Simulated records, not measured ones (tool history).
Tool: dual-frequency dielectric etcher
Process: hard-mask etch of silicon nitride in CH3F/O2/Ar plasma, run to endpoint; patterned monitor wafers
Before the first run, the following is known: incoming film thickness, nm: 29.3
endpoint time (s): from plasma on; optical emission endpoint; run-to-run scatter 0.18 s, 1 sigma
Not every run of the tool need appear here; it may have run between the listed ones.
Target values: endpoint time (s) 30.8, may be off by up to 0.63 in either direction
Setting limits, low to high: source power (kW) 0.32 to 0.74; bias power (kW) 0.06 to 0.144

run	hour	source power (kW)	bias power (kW)	endpoint time (s)
1	0	0.53	0.102	34.327
2	4.1	0.53	0.093	35.671
3	5.7	0.55	0.094	34.945
4	12.6	0.57	0.095	33.894
5	13.8	0.57	0.08	35.934
6	21.8	0.64	0.08	34.036
7	23.6	0.65	0.081	33.401
8	25.1	0.66	0.081	33.653
9	26.2	0.67	0.082	32.839
10	28.5	0.68	0.082	32.907
11	33.7	0.69	0.083	32.341
12	40	0.7	0.083	32.368
13	41.4	0.71	0.084	32.179
14	47.3	0.71	0.085	32.051
15	52.4	0.71	0.086	31.936
16	58.6	0.71	0.087	31.58

Which one of the following 5 next-run settings gets every result inside its allowed miss? There is exactly one.
A	64.8	0.66	0.091	?
B	64.8	0.68	0.084	?
C	64.8	0.59	0.101	?
D	64.8	0.71	0.095	?
E	64.8	0.67	0.088	?

move	endpoint time (s)
A	32.36
B	32.71
C	32.926
D	30.935
E	32.472
A: further off than the last run
B: further off than the last run
C: further off than the last run
D: all results in spec
E: further off than the last run
D is the move that brings every result within its allowed miss.

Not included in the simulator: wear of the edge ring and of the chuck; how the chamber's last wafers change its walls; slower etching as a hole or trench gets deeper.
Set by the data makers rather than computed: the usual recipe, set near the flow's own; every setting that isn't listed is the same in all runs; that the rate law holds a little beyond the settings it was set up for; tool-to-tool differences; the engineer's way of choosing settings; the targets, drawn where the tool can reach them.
